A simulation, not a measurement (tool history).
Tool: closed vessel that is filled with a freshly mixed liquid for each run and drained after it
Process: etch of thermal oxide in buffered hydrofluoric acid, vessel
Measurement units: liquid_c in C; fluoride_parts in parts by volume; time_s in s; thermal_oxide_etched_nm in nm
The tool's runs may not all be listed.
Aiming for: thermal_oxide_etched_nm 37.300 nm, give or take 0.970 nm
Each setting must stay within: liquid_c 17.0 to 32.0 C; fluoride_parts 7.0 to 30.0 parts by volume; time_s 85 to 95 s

run	hour	liquid_c	fluoride_parts	time_s	thermal_oxide_etched_nm
1	0.0	25.0	20.0	85	54.472
2	4.4	23.0	20.0	85	49.285
3	7.3	21.5	20.0	85	45.490
4	14.9	20.5	20.0	85	42.811
5	16.1	20.5	17.5	85	48.591
6	20.1	20.5	14.5	85	59.275
7	24.7	19.5	16.0	85	50.640
8	25.8	19.0	17.0	85	46.385
9	27.7	18.5	17.5	85	43.782

Which one of the following 5 next-run settings gets every result inside its allowed miss? There is exactly one.
A	29.6	18.0	15.5	90	?
B	29.6	17.0	15.0	85	?
C	29.6	19.5	21.0	85	?
D	29.6	17.5	18.0	85	?
E	29.6	17.5	22.5	95	?

move	thermal_oxide_etched_nm
A	50.460
B	46.493
C	39.003
D	39.967
E	37.104
A: its largest miss is bigger than the last run's
B: its largest miss is bigger than the last run's
C: moves toward the targets from the last run without getting all of them in spec
D: moves toward the targets from the last run without getting all of them in spec
E: hits every target within its allowed miss
Correct choice: E, which meets every target
